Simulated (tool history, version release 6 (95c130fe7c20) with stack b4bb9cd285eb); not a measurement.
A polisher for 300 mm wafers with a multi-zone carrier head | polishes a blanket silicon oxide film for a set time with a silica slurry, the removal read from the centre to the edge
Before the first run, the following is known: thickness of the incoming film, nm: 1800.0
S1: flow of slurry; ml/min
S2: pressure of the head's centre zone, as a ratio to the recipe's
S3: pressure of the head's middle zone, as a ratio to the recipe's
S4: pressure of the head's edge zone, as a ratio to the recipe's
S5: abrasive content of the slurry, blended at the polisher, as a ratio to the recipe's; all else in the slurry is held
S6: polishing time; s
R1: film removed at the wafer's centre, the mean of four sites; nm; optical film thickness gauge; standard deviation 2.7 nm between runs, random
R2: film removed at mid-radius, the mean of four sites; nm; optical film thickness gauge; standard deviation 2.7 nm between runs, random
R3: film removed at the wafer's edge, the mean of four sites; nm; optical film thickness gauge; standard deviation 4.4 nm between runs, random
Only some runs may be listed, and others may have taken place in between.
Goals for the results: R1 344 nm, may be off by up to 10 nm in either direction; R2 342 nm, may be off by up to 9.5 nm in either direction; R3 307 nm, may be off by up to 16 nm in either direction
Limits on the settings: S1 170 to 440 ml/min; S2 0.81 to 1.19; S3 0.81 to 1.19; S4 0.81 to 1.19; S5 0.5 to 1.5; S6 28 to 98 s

run  hour   S1    S2    S3    S4    S5  S6      R1      R2      R3
  1     0  280     1     1     1     1  63  269.02  259.95  262.42
  2   3.2  280     1  1.07     1     1  63  266.91  275.49  257.52
  3   7.3  280     1  1.07     1  0.85  63   253.6  261.26  250.19
  4  15.9  280     1  1.07  1.06  0.85  63  252.38  259.16  248.21
  5  23.4  280  1.01  1.07  1.06   0.9  63  259.11  265.75  256.59
  6  24.8  280  1.01  1.07  1.06   0.9  75  308.52   314.7  299.52
  7  29.7  285  1.02  1.08  1.06   0.9  75  312.66  316.98  301.95
  8  37.5  290  1.03  1.09  1.06   0.9  75  312.57  318.09  312.46

Pick the move, out of 4, that brings all results within their allowed miss; only one does.
  A  45.3  345  0.94  1.16   1.1   1.1  76   ?   ?   ?
  B  45.3  170  1.06  1.09  0.96  0.95  83   ?   ?   ?
  C  45.3  410  1.09  1.06  1.09  1.15  74   ?   ?   ?
  D  45.3  170  0.91  1.08  0.99     1  89   ?   ?   ?

move      R1      R2      R3
   A  322.25  368.59  336.96
   B  346.45  339.17  310.33
   C  372.47  344.12     335
   D  325.94  367.65  343.55
A: gains on the last run, yet a result remains outside its allowed miss
B: meets every target
C: takes the result that was furthest off past its target
D: gains on the last run, yet a result remains outside its allowed miss
B is the move that brings every result within its allowed miss.
